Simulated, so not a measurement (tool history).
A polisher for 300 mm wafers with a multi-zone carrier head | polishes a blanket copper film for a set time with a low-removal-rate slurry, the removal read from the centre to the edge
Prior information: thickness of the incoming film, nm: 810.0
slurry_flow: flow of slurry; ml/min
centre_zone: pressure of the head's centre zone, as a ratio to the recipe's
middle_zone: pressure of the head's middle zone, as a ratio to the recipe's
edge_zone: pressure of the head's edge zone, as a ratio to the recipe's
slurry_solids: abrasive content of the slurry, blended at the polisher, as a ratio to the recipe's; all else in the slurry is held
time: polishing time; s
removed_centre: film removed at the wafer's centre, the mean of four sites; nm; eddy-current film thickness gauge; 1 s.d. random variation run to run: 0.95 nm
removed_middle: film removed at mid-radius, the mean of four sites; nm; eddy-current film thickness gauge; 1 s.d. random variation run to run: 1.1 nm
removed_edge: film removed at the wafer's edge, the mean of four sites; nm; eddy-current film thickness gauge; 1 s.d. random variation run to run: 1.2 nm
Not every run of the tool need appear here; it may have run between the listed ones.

run  hour  slurry_flow  centre_zone  middle_zone  edge_zone  slurry_solids  time  removed_centre  removed_middle  removed_edge
  1     0          160            1            1          1              1    60          168.31          168.89        169.91
  2   8.4          140            1            1          1              1    60          161.92           164.1        170.92
  3  16.5          140            1            1       1.08              1    60          163.17          162.45        171.89
  4    19          170            1            1       1.08              1    60          167.68          165.95        176.89
  5  21.6          170            1            1       1.08            0.8    60          159.01          160.91        168.41
  6    28          165         0.98         0.97       1.07            0.7    54          139.49          132.44        146.61
  7  34.7          160         0.94         0.97       1.05           0.65    50          118.34          120.78        127.54
  8  41.7          150         0.91         0.94       1.03            0.6    49          108.24          110.97        121.54
  9  45.8          145          0.9         0.92          1           0.55    48          101.28           102.5        113.51
 10  46.7          140         0.89         0.91       0.98           0.55    48          102.36          103.44        111.63
 11  53.9          135         0.87          0.9       0.98           0.55    48          98.277          101.71        110.73
 12  57.2          130         0.86         0.89       0.97           0.55    48          98.481          98.523        109.87
 13  58.2          125         0.85         0.89       0.96           0.55    48          95.423          98.339        109.08

The next listed run, before its measurement:
 14  63.8          120         0.84         0.89       0.95           0.55    48               ?               ?             ?

Run 14 measured removed_centre 93.848 nm, removed_middle 96.979 nm, removed_edge 107.1 nm.
